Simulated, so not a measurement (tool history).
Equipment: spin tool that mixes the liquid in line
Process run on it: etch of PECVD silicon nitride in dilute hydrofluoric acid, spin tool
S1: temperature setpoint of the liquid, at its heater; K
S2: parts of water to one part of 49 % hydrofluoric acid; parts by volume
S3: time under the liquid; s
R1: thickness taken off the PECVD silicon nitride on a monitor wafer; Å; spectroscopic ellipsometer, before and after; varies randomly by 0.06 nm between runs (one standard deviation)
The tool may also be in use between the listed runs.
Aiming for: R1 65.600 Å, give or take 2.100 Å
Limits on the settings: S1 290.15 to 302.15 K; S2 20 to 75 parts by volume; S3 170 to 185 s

Run 1, hour 0.0: S1 294.15 K, S2 45 parts by volume, S3 170 s. Result: R1 103.350 Å.
Run 2, hour 2.4: S1 293.65 K, S2 45 parts by volume, S3 170 s. Result: R1 100.580 Å.
Run 3, hour 6.9: S1 295.65 K, S2 45 parts by volume, S3 170 s. Result: R1 116.490 Å.
Run 4, hour 12.5: S1 295.65 K, S2 45 parts by volume, S3 170 s. Result: R1 115.840 Å.
Run 5, hour 18.0: S1 295.15 K, S2 45 parts by volume, S3 170 s. Result: R1 112.790 Å.
Run 6, hour 24.1: S1 294.65 K, S2 45 parts by volume, S3 170 s. Result: R1 106.240 Å.
Run 7, hour 31.3: S1 294.15 K, S2 45 parts by volume, S3 170 s. Result: R1 104.170 Å.
Run 8, hour 33.4: S1 293.65 K, S2 45 parts by volume, S3 170 s. Result: R1 100.940 Å.
Run 9, hour 37.0: S1 293.15 K, S2 45 parts by volume, S3 170 s. Result: R1 95.778 Å.
Run 10, hour 40.5: S1 292.65 K, S2 45 parts by volume, S3 170 s. Result: R1 93.198 Å.
Run 11, hour 49.3: S1 292.15 K, S2 45 parts by volume, S3 170 s. Result: R1 89.822 Å.
Run 12, hour 55.1: S1 291.65 K, S2 45 parts by volume, S3 170 s. Result: R1 87.924 Å.
Run 13, hour 59.6: S1 290.65 K, S2 50 parts by volume, S3 170 s. Result: R1 73.862 Å.

Which one of the following 4 next-run settings gets every result inside its allowed miss? There is exactly one.
Run A, hour 64.1: S1 291.15 K, S2 50 parts by volume, S3 185 s. Result: R1 ?.
Run B, hour 64.1: S1 290.15 K, S2 50 parts by volume, S3 180 s. Result: R1 ?.
Run C, hour 64.1: S1 290.65 K, S2 45 parts by volume, S3 185 s. Result: R1 ?.
Run D, hour 64.1: S1 290.15 K, S2 55 parts by volume, S3 170 s. Result: R1 ?.

move      R1
   A  81.865
   B  74.209
   C  87.511
   D  63.906
A: moves away from the targets compared with the last run
B: no better and no worse than the last run
C: moves away from the targets compared with the last run
D: every result within its allowed miss
Go with D: it meets all targets.

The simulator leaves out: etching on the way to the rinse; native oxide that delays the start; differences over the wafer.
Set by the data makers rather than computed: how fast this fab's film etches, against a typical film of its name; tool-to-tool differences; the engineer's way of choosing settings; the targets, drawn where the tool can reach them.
